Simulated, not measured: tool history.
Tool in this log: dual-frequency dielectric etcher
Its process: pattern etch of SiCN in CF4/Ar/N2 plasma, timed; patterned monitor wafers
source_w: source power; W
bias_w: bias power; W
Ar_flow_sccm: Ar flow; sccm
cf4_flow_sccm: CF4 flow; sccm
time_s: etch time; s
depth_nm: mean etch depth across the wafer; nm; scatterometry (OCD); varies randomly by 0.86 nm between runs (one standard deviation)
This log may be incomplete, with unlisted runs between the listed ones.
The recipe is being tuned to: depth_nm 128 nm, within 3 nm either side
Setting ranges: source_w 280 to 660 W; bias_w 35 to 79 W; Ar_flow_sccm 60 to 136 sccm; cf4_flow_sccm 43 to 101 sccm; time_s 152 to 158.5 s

run,hour,source_w,bias_w,Ar_flow_sccm,cf4_flow_sccm,time_s,depth_nm
1,0,470,57,98,72,152,110.73
2,6.7,470,57,98,72,152,110.69
3,13.3,490,57,98,72,152,113.37
4,14,490,57,98,72,152,114.06
5,17.4,490,57,98,62,152,110.73
6,24.9,490,57,92,62,152,112.59
7,27.8,490,57,92,62,152,114.3
8,28.7,560,58,92,62,152,123.62

4 candidate next runs follow, results not yet known. Just one meets every target within its allowed miss. Identify it.
A,29.6,620,60,87,54,155.5,?
B,29.6,500,75,106,57,155,?
C,29.6,560,55,92,61,153,?
D,29.6,490,70,87,77,155.5,?

move,depth_nm
A,134.84
B,122.59
C,122.17
D,127.39
A: moves the result that the last run missed by most past its target, out the other side
B: the biggest miss grows against the last run
C: the biggest miss grows against the last run
D: in spec on every target
The move that meets every target is D.
